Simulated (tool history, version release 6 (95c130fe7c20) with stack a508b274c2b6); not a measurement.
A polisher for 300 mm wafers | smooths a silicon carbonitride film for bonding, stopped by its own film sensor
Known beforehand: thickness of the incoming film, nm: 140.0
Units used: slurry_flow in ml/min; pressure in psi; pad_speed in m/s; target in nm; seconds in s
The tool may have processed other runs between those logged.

run,hour,slurry_flow,pressure,pad_speed,slurry_solids,target,seconds
1,0.0,215,1.9,1.08,1.0,131,36.170
2,7.2,215,1.9,1.08,1.0,131,35.966
3,12.5,215,1.9,0.98,1.0,131,37.277
4,19.8,215,1.8,0.98,1.0,131,39.627
5,22.4,215,1.7,0.98,1.0,131,40.078
6,28.1,215,1.7,0.98,1.2,131,36.739

What does the tool deliver on the next run?
# hour 34.2: head pressure recalibrated
7,34.2,215,1.6,0.96,1.2,131,?

seconds: 37.944 s
